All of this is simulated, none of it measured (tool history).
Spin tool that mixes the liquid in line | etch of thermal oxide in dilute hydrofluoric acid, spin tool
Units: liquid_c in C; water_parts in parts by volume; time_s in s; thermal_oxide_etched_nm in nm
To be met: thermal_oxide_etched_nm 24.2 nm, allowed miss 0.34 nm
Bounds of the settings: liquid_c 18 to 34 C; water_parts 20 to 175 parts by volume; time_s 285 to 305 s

Run 1, hour 0: liquid_c 26 C, water_parts 95 parts by volume, time_s 285 s. Result: thermal_oxide_etched_nm 16.102 nm.
Run 2, hour 2.4: liquid_c 27.5 C, water_parts 95 parts by volume, time_s 285 s. Result: thermal_oxide_etched_nm 16.894 nm.
Run 3, hour 4.4: liquid_c 28.5 C, water_parts 95 parts by volume, time_s 285 s. Result: thermal_oxide_etched_nm 17.46 nm.
Run 4, hour 10.6: liquid_c 25.5 C, water_parts 95 parts by volume, time_s 285 s. Result: thermal_oxide_etched_nm 15.683 nm.
Run 5, hour 12.4: liquid_c 28 C, water_parts 95 parts by volume, time_s 285 s. Result: thermal_oxide_etched_nm 17.235 nm.
Run 6, hour 15.8: liquid_c 28 C, water_parts 95 parts by volume, time_s 305 s. Result: thermal_oxide_etched_nm 18.463 nm.
Run 7, hour 22.9: liquid_c 29 C, water_parts 95 parts by volume, time_s 305 s. Result: thermal_oxide_etched_nm 19.086 nm.
Run 8, hour 29.4: liquid_c 29 C, water_parts 95 parts by volume, time_s 305 s. Result: thermal_oxide_etched_nm 19.262 nm.
Run 9, hour 30.8: liquid_c 30 C, water_parts 95 parts by volume, time_s 305 s. Result: thermal_oxide_etched_nm 19.847 nm.
Run 10, hour 37.7: liquid_c 30 C, water_parts 95 parts by volume, time_s 305 s. Result: thermal_oxide_etched_nm 19.867 nm.

4 next moves are on the table. One of them brings every result within its allowed miss. Which?
Run A, hour 44.6: liquid_c 26 C, water_parts 65 parts by volume, time_s 285 s. Result: thermal_oxide_etched_nm ?.
Run B, hour 44.6: liquid_c 29 C, water_parts 80 parts by volume, time_s 285 s. Result: thermal_oxide_etched_nm ?.
Run C, hour 44.6: liquid_c 32.5 C, water_parts 80 parts by volume, time_s 285 s. Result: thermal_oxide_etched_nm ?.
Run D, hour 44.6: liquid_c 28.5 C, water_parts 110 parts by volume, time_s 285 s. Result: thermal_oxide_etched_nm ?.

move  thermal_oxide_etched_nm
   A                   24.175
   B                   21.639
   C                    24.71
   D                   14.813
A: meets every target
B: nearer than the last run, and not there yet
C: takes the result that was furthest off past its target
D: further off than the last run
Answer: A
